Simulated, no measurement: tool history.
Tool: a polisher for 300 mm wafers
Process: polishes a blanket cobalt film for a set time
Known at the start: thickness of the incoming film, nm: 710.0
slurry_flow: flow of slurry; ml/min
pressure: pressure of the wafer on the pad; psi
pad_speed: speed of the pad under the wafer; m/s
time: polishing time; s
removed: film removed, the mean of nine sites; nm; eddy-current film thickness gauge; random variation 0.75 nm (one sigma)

{"run": 1, "hour": 0.0, "slurry_flow": 260, "pressure": 1.4, "pad_speed": 0.8, "time": 44, "removed": 144.93}
{"run": 2, "hour": 7.2, "slurry_flow": 260, "pressure": 1.7, "pad_speed": 0.8, "time": 44, "removed": 176.44}
{"run": 3, "hour": 16.2, "slurry_flow": 260, "pressure": 1.7, "pad_speed": 0.8, "time": 44, "removed": 176.48}
{"run": 4, "hour": 18.2, "slurry_flow": 260, "pressure": 1.7, "pad_speed": 0.8, "time": 39, "removed": 156.06}
{"run": 5, "hour": 26.3, "slurry_flow": 250, "pressure": 1.6, "pad_speed": 0.8, "time": 39, "removed": 144.72}
{"run": 6, "hour": 27.8, "slurry_flow": 220, "pressure": 1.6, "pad_speed": 0.8, "time": 39, "removed": 144.9}
{"run": 7, "hour": 28.9, "slurry_flow": 205, "pressure": 1.5, "pad_speed": 0.8, "time": 39, "removed": 134.74}
{"run": 8, "hour": 34.4, "slurry_flow": 195, "pressure": 1.5, "pad_speed": 0.8, "time": 39, "removed": 135.24}
{"run": 9, "hour": 38.2, "slurry_flow": 190, "pressure": 1.5, "pad_speed": 0.8, "time": 39, "removed": 134.19}
{"run": 10, "hour": 38.8, "slurry_flow": 185, "pressure": 1.5, "pad_speed": 0.8, "time": 39, "removed": 134.48}
{"run": 11, "hour": 42.8, "slurry_flow": 180, "pressure": 1.5, "pad_speed": 0.8, "time": 39, "removed": 133.05}
{"run": 12, "hour": 49.2, "slurry_flow": 180, "pressure": 1.5, "pad_speed": 0.8, "time": 39, "removed": 132.88}
{"run": 13, "hour": 53.7, "slurry_flow": 175, "pressure": 1.5, "pad_speed": 0.8, "time": 39, "removed": 133.65}

Forecast run 14:
{"run": 14, "hour": 56.9, "slurry_flow": 170, "pressure": 1.5, "pad_speed": 0.8, "time": 39, "removed": "?"}

Run 14 gave removed 133.38 nm.
